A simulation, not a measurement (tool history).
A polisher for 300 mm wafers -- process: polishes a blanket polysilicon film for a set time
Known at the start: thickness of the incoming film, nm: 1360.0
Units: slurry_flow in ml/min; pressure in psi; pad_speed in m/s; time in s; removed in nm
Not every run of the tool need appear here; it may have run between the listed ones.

Run 1, hour 0.0: slurry_flow 150 ml/min, pressure 2.6 psi, pad_speed 1.14 m/s, time 41 s. Result: removed 336.02 nm.
Run 2, hour 7.6: slurry_flow 150 ml/min, pressure 2.7 psi, pad_speed 1.14 m/s, time 41 s. Result: removed 344.05 nm.
Run 3, hour 10.7: slurry_flow 150 ml/min, pressure 2.7 psi, pad_speed 0.86 m/s, time 41 s. Result: removed 265.73 nm.
Run 4, hour 11.4: slurry_flow 150 ml/min, pressure 2.9 psi, pad_speed 0.88 m/s, time 41 s. Result: removed 288.02 nm.
Run 5, hour 16.3: slurry_flow 150 ml/min, pressure 3.1 psi, pad_speed 0.90 m/s, time 41 s. Result: removed 313.88 nm.
Run 6, hour 20.4: slurry_flow 150 ml/min, pressure 3.1 psi, pad_speed 0.90 m/s, time 41 s. Result: removed 308.80 nm.
Run 7, hour 23.0: slurry_flow 150 ml/min, pressure 3.2 psi, pad_speed 0.92 m/s, time 41 s. Result: removed 328.56 nm.

Predict the results of run 8:
Run 8, hour 25.1: slurry_flow 150 ml/min, pressure 3.3 psi, pad_speed 0.94 m/s, time 41 s. Result: removed ?.

Run 8 yielded removed 342.11 nm.
